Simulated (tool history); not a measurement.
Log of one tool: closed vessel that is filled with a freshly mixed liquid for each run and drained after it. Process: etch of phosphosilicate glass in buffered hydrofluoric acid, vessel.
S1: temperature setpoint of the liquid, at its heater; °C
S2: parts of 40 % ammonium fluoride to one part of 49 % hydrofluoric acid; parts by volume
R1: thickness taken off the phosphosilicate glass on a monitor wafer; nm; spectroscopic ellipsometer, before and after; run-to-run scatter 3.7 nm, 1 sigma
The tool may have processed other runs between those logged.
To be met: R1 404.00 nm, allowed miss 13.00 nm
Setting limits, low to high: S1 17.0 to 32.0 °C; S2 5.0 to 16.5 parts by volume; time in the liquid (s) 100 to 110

{"run": 1, "hour": 0.0, "S1": 25.0, "S2": 10.0, "time in the liquid (s)": 100, "R1": 469.78}
{"run": 2, "hour": 9.1, "S1": 25.0, "S2": 10.0, "time in the liquid (s)": 110, "R1": 522.53}
{"run": 3, "hour": 10.8, "S1": 27.5, "S2": 10.0, "time in the liquid (s)": 110, "R1": 597.91}
{"run": 4, "hour": 13.1, "S1": 26.0, "S2": 10.0, "time in the liquid (s)": 110, "R1": 549.75}
{"run": 5, "hour": 19.7, "S1": 25.0, "S2": 10.0, "time in the liquid (s)": 110, "R1": 510.89}
{"run": 6, "hour": 25.0, "S1": 25.0, "S2": 10.0, "time in the liquid (s)": 100, "R1": 472.59}
{"run": 7, "hour": 33.9, "S1": 25.0, "S2": 10.0, "time in the liquid (s)": 100, "R1": 476.51}
{"run": 8, "hour": 37.7, "S1": 24.5, "S2": 10.0, "time in the liquid (s)": 100, "R1": 457.18}
{"run": 9, "hour": 46.8, "S1": 24.0, "S2": 10.0, "time in the liquid (s)": 100, "R1": 440.21}
{"run": 10, "hour": 51.0, "S1": 23.5, "S2": 10.0, "time in the liquid (s)": 100, "R1": 432.02}
{"run": 11, "hour": 56.8, "S1": 23.0, "S2": 10.0, "time in the liquid (s)": 100, "R1": 428.62}
{"hour": 64.8, "done": "hydrofluoric acid flow meter replaced"}
{"run": 12, "hour": 64.8, "S1": 22.5, "S2": 10.0, "time in the liquid (s)": 100, "R1": 459.54}
{"run": 13, "hour": 69.5, "S1": 18.5, "S2": 10.5, "time in the liquid (s)": 100, "R1": 350.66}
{"run": 14, "hour": 71.8, "S1": 19.0, "S2": 10.5, "time in the liquid (s)": 100, "R1": 359.41}
{"run": 15, "hour": 75.9, "S1": 19.0, "S2": 10.5, "time in the liquid (s)": 100, "R1": 364.11}
{"run": 16, "hour": 85.2, "S1": 19.5, "S2": 10.5, "time in the liquid (s)": 100, "R1": 370.66}
{"run": 17, "hour": 93.2, "S1": 21.5, "S2": 10.5, "time in the liquid (s)": 100, "R1": 417.31}

Exercise: of the 5 proposed moves below, exactly one satisfies all targets within the stated allowed misses. Which move is it?
{"run": "A", "hour": 101.2, "S1": 19.5, "S2": 10.0, "time in the liquid (s)": 110, "R1": "?"}
{"run": "B", "hour": 101.2, "S1": 20.5, "S2": 10.5, "time in the liquid (s)": 110, "R1": "?"}
{"run": "C", "hour": 101.2, "S1": 23.0, "S2": 11.5, "time in the liquid (s)": 105, "R1": "?"}
{"run": "D", "hour": 101.2, "S1": 24.0, "S2": 12.5, "time in the liquid (s)": 100, "R1": "?"}
{"run": "E", "hour": 101.2, "S1": 20.0, "S2": 9.0, "time in the liquid (s)": 100, "R1": "?"}

move=A R1=432.80
move=B R1=436.49
move=C R1=437.86
move=D R1=405.99
move=E R1=432.40
A: its largest miss is bigger than the last run's
B: its largest miss is bigger than the last run's
C: its largest miss is bigger than the last run's
D: every result within its allowed miss
E: its largest miss is bigger than the last run's
So the answer is move D, the one that meets all the targets.
